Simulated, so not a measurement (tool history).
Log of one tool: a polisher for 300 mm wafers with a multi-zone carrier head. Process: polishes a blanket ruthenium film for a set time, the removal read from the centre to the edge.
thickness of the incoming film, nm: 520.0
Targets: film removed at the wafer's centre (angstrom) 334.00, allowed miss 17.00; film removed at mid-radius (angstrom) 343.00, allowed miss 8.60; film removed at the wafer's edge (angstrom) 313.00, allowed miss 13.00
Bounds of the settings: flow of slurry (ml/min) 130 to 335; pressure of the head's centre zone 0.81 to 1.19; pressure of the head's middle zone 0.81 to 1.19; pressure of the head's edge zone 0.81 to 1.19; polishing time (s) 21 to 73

run	hour	flow of slurry (ml/min)	pressure of the head's centre zone	pressure of the head's middle zone	pressure of the head's edge zone	polishing time (s)	film removed at the wafer's centre (angstrom)	film removed at mid-radius (angstrom)	film removed at the wafer's edge (angstrom)
1	0.0	215	1.00	1.00	1.00	47	582.61	586.67	580.26
2	4.4	215	1.00	1.00	0.96	47	574.56	587.96	573.99
3	11.1	210	1.01	1.01	0.93	41	498.82	512.39	491.43
4	14.1	230	1.01	1.01	0.93	41	525.11	518.81	495.12
5	18.9	230	1.01	1.01	0.99	41	518.06	517.61	514.56
6	21.1	230	1.05	1.01	0.99	41	521.76	517.38	503.24
7	28.1	215	1.06	1.02	0.96	37	466.26	467.40	454.08
8	33.5	210	1.07	1.03	0.93	34	436.82	432.44	407.24
9	39.3	195	1.07	1.03	0.91	32	406.62	403.97	379.26
10	45.3	185	1.06	1.03	0.89	31	399.22	387.10	362.39
11	53.1	175	1.04	1.04	0.88	30	376.75	373.96	345.25
12	57.5	175	1.04	1.04	0.88	30	370.70	375.60	346.97
13	61.9	165	1.03	1.04	0.87	30	354.28	374.43	338.96
14	65.9	160	1.03	1.03	0.86	30	364.07	365.56	336.82
15	67.6	155	0.98	1.03	0.82	27	309.51	331.03	302.68
16	75.0	165	0.99	1.03	0.82	27	312.28	331.61	300.74
17	77.1	170	1.00	1.03	0.83	27	317.81	334.04	301.60
18	83.1	175	1.01	1.03	0.84	27	333.66	334.18	304.69

Which of these 4 next moves meets every target?
A	89.1	195	1.12	1.02	0.81	26	?	?	?
B	89.1	155	1.05	1.05	0.86	28	?	?	?
C	89.1	175	0.98	0.99	0.90	27	?	?	?
D	89.1	335	1.01	1.11	0.81	24	?	?	?

move	film removed at the wafer's centre (angstrom)	film removed at mid-radius (angstrom)	film removed at the wafer's edge (angstrom)
A	345.74	324.96	298.69
B	338.88	346.30	320.67
C	315.18	324.06	319.65
D	312.89	342.46	288.15
A: further off than the last run
B: meets every target
C: further off than the last run
D: brings the result that was furthest off to its target, and leaves another outside
Move B is the one to make.
